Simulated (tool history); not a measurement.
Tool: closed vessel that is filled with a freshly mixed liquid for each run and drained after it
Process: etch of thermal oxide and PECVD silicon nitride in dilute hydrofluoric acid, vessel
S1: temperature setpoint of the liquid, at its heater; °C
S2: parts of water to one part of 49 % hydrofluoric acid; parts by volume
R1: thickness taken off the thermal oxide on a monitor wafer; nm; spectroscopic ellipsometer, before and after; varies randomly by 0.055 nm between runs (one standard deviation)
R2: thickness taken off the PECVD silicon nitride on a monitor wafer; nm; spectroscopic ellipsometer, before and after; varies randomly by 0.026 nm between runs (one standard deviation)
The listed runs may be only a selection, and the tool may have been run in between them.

run 1 day=0 | S1=22 S2=45 time_in_the_liquid_(s)=165 | R1=19.254 R2=6.0847
run 2 day=0.346 | S1=20.5 S2=45 time_in_the_liquid_(s)=165 | R1=18.148 R2=5.563
run 3 day=0.388 | S1=20.5 S2=45 time_in_the_liquid_(s)=135 | R1=14.864 R2=4.5492
run 4 day=0.708 | S1=20.5 S2=35 time_in_the_liquid_(s)=135 | R1=19.166 R2=5.7912
run 5 day=0.854 | S1=22 S2=45 time_in_the_liquid_(s)=140 | R1=16.25 R2=5.1963
run 6 day=0.975 | S1=22 S2=45 time_in_the_liquid_(s)=170 | R1=19.844 R2=6.244
run 7 day=1.029 | S1=26 S2=60 time_in_the_liquid_(s)=160 | R1=16.184 R2=5.9056
run 8 day=1.275 | S1=25.5 S2=65 time_in_the_liquid_(s)=160 | R1=14.519 R2=5.2617
run 9 day=1.533 | S1=25.5 S2=70 time_in_the_liquid_(s)=155 | R1=13.008 R2=4.77
run 10 day=1.846 | S1=25.5 S2=70 time_in_the_liquid_(s)=155 | R1=13.03 R2=4.7709

Predict the results of run 11:
run 11 day=1.879 | S1=25.5 S2=70 time_in_the_liquid_(s)=150 | R1=? R2=?

Run 11 gave R1 12.709 nm, R2 4.6041 nm.

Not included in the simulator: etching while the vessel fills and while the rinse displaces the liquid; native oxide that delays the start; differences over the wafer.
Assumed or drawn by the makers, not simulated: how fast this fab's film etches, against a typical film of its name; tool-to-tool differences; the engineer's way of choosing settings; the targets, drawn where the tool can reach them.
